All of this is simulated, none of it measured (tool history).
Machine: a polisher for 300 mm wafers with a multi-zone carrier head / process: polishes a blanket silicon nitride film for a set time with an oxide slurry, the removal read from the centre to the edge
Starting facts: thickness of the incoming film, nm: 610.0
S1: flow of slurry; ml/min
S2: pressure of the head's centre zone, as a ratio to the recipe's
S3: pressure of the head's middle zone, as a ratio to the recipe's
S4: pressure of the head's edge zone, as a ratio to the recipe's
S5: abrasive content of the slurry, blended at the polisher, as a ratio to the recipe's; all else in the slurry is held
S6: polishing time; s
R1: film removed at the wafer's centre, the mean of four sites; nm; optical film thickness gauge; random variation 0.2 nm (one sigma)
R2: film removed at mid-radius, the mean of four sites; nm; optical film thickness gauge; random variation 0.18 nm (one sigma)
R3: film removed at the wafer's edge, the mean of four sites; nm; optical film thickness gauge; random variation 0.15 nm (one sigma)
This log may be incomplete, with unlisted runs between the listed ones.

run,hour,S1,S2,S3,S4,S5,S6,R1,R2,R3
1,0.0,240,1.00,1.00,1.00,1.00,37,22.214,22.245,22.477
2,3.9,230,0.97,0.99,1.01,1.00,37,21.451,21.837,22.348
3,8.6,230,0.97,0.99,1.01,0.85,37,19.706,20.735,20.907
4,10.1,230,0.97,0.99,1.01,0.85,46,24.643,25.067,25.618
5,14.2,230,0.97,0.99,1.01,0.65,46,20.973,21.523,21.986
6,21.6,230,1.01,0.99,1.01,0.65,46,21.465,21.458,22.091

Run 7 comes next. What will it give?
7,25.8,220,0.98,0.98,1.03,0.65,46,?,?,?

R1: 20.860 nm
R2: 21.161 nm
R3: 21.772 nm

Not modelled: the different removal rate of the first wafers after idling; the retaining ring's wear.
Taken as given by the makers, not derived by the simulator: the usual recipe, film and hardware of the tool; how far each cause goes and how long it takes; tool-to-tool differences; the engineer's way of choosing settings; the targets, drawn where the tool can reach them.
